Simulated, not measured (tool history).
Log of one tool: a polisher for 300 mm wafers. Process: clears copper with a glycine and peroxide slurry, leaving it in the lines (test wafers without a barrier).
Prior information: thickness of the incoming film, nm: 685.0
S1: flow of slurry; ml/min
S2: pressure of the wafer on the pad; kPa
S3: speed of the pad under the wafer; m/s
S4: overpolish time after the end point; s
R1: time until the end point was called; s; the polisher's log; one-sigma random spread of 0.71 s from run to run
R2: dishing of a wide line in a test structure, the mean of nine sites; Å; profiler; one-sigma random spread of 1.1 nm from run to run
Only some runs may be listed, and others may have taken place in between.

run 1 day=0.000 | S1=235 S2=20.7 S3=1.20 S4=19 | R1=115.57 R2=561.94
run 2 day=0.162 | S1=235 S2=23.4 S3=1.20 S4=20 | R1=105.40 R2=622.81
run 3 day=0.479 | S1=235 S2=23.4 S3=1.20 S4=15 | R1=103.89 R2=523.56
run 4 day=0.758 | S1=235 S2=23.4 S3=0.96 S4=15 | R1=124.09 R2=484.74
run 5 day=0.825 | S1=205 S2=23.4 S3=0.96 S4=15 | R1=127.82 R2=461.35
run 6 day=0.871 | S1=205 S2=23.4 S3=0.96 S4=18 | R1=128.01 R2=533.85

What does the tool deliver on the next run?
run 7 day=1.038 | S1=220 S2=26.2 S3=1.00 S4=19 | R1=? R2=?

R1: 113.40 s
R2: 588.82 Å
